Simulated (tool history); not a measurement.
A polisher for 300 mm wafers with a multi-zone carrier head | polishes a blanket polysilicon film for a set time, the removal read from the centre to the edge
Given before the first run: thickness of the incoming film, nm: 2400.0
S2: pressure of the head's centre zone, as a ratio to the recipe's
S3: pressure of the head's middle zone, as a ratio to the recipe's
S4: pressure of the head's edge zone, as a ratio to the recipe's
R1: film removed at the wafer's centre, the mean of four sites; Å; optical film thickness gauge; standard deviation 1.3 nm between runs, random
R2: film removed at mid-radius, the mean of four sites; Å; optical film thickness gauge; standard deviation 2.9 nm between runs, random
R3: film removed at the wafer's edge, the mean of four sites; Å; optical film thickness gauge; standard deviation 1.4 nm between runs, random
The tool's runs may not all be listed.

run 1 hour=0.0 | flow_of_slurry_(ml/min)=225 S2=1.00 S3=1.00 S4=1.00 polishing_time_(s)=35 | R1=1971.7 R2=2057.2 R3=2015.7
run 2 hour=4.0 | flow_of_slurry_(ml/min)=175 S2=1.00 S3=1.00 S4=1.00 polishing_time_(s)=35 | R1=1876.5 R2=1938.9 R3=1960.8
run 3 hour=10.4 | flow_of_slurry_(ml/min)=175 S2=0.95 S3=1.00 S4=1.00 polishing_time_(s)=35 | R1=1784.4 R2=1952.7 R3=1975.4
run 4 hour=13.5 | flow_of_slurry_(ml/min)=175 S2=0.94 S3=1.01 S4=0.98 polishing_time_(s)=35 | R1=1811.6 R2=1970.3 R3=1913.7
run 5 hour=14.9 | flow_of_slurry_(ml/min)=170 S2=0.92 S3=1.02 S4=0.98 polishing_time_(s)=35 | R1=1756.5 R2=1941.7 R3=1904.5
run 6 hour=17.1 | flow_of_slurry_(ml/min)=135 S2=0.92 S3=1.02 S4=0.98 polishing_time_(s)=35 | R1=1649.2 R2=1830.8 R3=1858.8

What does the tool deliver on the next run?
run 7 hour=22.2 | flow_of_slurry_(ml/min)=135 S2=0.92 S3=1.02 S4=0.98 polishing_time_(s)=35 | R1=? R2=? R3=?

For run 7 the tool returned R1 1650.8 Å, R2 1877.5 Å, R3 1834.2 Å.
